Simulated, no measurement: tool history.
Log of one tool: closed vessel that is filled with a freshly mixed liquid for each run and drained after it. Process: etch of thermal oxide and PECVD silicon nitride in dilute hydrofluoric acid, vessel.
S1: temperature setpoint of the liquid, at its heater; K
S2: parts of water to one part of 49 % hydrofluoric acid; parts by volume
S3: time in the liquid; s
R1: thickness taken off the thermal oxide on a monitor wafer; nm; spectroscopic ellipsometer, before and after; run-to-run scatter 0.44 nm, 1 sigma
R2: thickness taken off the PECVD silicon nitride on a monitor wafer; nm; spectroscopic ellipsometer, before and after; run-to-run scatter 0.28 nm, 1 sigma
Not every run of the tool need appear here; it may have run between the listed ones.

| run | hour | S1 | S2 | S3 | R1 | R2 |
|---|---|---|---|---|---|---|
| 1 | 0.0 | 296.15 | 155 | 1430 | 38.137 | 37.692 |
| 2 | 4.9 | 296.15 | 155 | 945 | 25.322 | 25.020 |
| 3 | 10.6 | 294.65 | 155 | 945 | 23.896 | 22.889 |
| 4 | 17.3 | 298.15 | 155 | 945 | 27.646 | 28.102 |
| 5 | 20.9 | 294.65 | 155 | 945 | 23.947 | 22.625 |
| 6 | 26.8 | 297.15 | 155 | 945 | 25.980 | 26.620 |
| 7 | 28.4 | 297.65 | 150 | 935 | 27.023 | 28.199 |
| 8 | 30.8 | 297.65 | 140 | 935 | 29.224 | 29.979 |
| 9 | 34.5 | 297.65 | 135 | 930 | 30.640 | 31.065 |
| 10 | 42.5 | 298.15 | 130 | 925 | 32.715 | 32.872 |
| 11 | 45.1 | 298.65 | 125 | 915 | 34.321 | 35.170 |
| 12 | 46.9 | 298.65 | 120 | 910 | 35.823 | 36.473 |
| 13 | 53.9 | 298.65 | 115 | 905 | 37.804 | 38.119 |

Run 14 is up next; what results do you expect?
| 14 | 61.4 | 298.65 | 115 | 900 | ? | ? |

Run 14 gave R1 37.704 nm, R2 37.494 nm.

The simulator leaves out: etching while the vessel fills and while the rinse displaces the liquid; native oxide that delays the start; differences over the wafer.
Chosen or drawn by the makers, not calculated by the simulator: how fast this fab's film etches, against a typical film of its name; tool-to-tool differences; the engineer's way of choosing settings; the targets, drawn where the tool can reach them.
